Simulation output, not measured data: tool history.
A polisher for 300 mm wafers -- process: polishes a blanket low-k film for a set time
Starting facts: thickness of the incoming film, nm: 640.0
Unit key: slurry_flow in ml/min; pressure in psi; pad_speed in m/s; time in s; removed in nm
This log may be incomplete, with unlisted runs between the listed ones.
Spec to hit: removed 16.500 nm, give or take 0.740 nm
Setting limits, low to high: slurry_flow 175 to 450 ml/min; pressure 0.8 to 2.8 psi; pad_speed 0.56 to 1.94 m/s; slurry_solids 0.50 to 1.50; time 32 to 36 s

run	hour	slurry_flow	pressure	pad_speed	slurry_solids	time	removed
1	0.0	290	1.8	1.24	1.00	36	12.877
2	7.8	290	1.8	1.24	0.80	36	12.073
3	15.0	290	1.9	1.24	0.80	36	12.511
4	20.6	290	2.0	1.24	0.80	36	13.361
# hour 29.0: slurry nozzle cleaned
5	29.0	290	2.1	1.24	0.80	36	14.024
6	30.4	290	2.1	1.24	0.80	32	12.535
7	36.7	290	2.2	1.24	0.80	32	13.123
8	45.3	290	2.3	1.24	0.80	32	13.747
9	50.9	290	2.4	1.24	0.80	32	14.117

Pick the move, out of 5, that brings all results within their allowed miss; only one does.
A	56.5	330	2.4	0.76	0.70	32	?
B	56.5	270	2.4	1.42	0.70	32	?
C	56.5	200	2.2	1.30	1.10	33	?
D	56.5	325	2.7	1.40	0.70	32	?
E	56.5	285	2.1	1.44	0.75	35	?

move	removed
A	10.595
B	14.222
C	14.991
D	16.127
E	14.289
A: the biggest miss grows against the last run
B: about the same distance from the targets as the last run
C: gains on the last run, yet a result remains outside its allowed miss
D: each result inside its tolerance
E: gains on the last run, yet a result remains outside its allowed miss
The move that meets every target is D.

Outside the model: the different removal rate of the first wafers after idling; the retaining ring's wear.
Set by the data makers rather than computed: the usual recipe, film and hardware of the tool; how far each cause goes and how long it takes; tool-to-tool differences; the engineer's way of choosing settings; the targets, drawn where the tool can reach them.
